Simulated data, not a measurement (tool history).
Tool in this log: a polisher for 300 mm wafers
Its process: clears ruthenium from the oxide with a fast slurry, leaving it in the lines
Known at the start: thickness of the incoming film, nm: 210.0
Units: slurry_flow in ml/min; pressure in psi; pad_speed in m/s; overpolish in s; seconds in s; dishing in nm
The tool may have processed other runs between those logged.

Run 1, day 0.000: slurry_flow 225 ml/min, pressure 3.4 psi, pad_speed 0.92 m/s, slurry_solids 1.00, overpolish 16 s. Result: seconds 49.571 s, dishing 49.083 nm.
Run 2, day 0.142: slurry_flow 225 ml/min, pressure 3.7 psi, pad_speed 0.92 m/s, slurry_solids 1.00, overpolish 16 s. Result: seconds 45.468 s, dishing 50.658 nm.
Run 3, day 0.271: slurry_flow 225 ml/min, pressure 3.4 psi, pad_speed 0.90 m/s, slurry_solids 1.00, overpolish 14 s. Result: seconds 49.479 s, dishing 42.499 nm.
Run 4, day 0.338: slurry_flow 225 ml/min, pressure 3.4 psi, pad_speed 0.90 m/s, slurry_solids 0.85, overpolish 14 s. Result: seconds 54.010 s, dishing 40.874 nm.
Run 5, day 0.683: slurry_flow 225 ml/min, pressure 3.2 psi, pad_speed 0.88 m/s, slurry_solids 0.85, overpolish 13 s. Result: seconds 57.843 s, dishing 36.598 nm.
Run 6, day 0.925: slurry_flow 225 ml/min, pressure 3.0 psi, pad_speed 0.88 m/s, slurry_solids 0.85, overpolish 12 s. Result: seconds 62.304 s, dishing 32.674 nm.
Run 7, day 1.254: slurry_flow 225 ml/min, pressure 2.9 psi, pad_speed 0.88 m/s, slurry_solids 0.85, overpolish 12 s. Result: seconds 65.511 s, dishing 31.838 nm.
Run 8, day 1.475: slurry_flow 225 ml/min, pressure 2.8 psi, pad_speed 0.88 m/s, slurry_solids 0.85, overpolish 12 s. Result: seconds 64.560 s, dishing 30.435 nm.

The next listed run, before its measurement:
Run 9, day 1.842: slurry_flow 225 ml/min, pressure 2.3 psi, pad_speed 0.86 m/s, slurry_solids 0.85, overpolish 13 s. Result: seconds ?, dishing ?.

Run 9 came out at seconds 80.454 s, dishing 26.256 nm.
